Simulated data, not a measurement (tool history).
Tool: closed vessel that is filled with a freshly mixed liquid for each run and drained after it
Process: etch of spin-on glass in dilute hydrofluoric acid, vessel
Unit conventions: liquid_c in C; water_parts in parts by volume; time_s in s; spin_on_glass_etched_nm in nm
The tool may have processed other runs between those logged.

run  hour  liquid_c  water_parts  time_s  spin_on_glass_etched_nm
  1     0        25           65      30                   21.911
  2     6        25           65      30                    21.81
  3  14.7        25           65      30                    22.16
  4  16.5        25           65      30                   21.674
  5  19.4      26.5           65      30                   23.083
     28.2  -- hydrofluoric acid flow meter replaced
  6  28.2      27.5           60      30                    29.58
  7  36.7      31.5           55      30                   37.675
  8  37.6        32           55      30                   38.261
  9  42.3        32           50      30                   42.545
 10  44.9      32.5           45      30                   49.028

Run 11 has not been measured yet. What should we expect?
 11  53.1      32.5           45      30                        ?

{"run 11": {"spin_on_glass_etched_nm": 48.187}}
